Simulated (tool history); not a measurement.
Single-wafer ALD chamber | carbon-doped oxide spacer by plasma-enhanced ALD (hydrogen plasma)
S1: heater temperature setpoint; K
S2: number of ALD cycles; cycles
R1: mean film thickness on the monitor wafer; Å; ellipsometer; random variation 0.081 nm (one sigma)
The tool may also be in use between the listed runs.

run	hour	S1	S2	R1
1	0	678.15	365	191.75
2	3.1	683.15	365	190.4
3	7.4	684.15	344	177.14
4	10.1	684.15	390	200.19
# hour 18.7: thermocouple changed; heater temperature recalibrated
5	18.7	684.15	368	186.82
6	26.2	688.15	355	179.08
7	31.6	690.15	344	171.11
8	35.3	692.15	339	167.37

Run 9 comes next. What will it give?
9	42.1	694.15	335	?

Run 9 gave R1 164.23 Å.
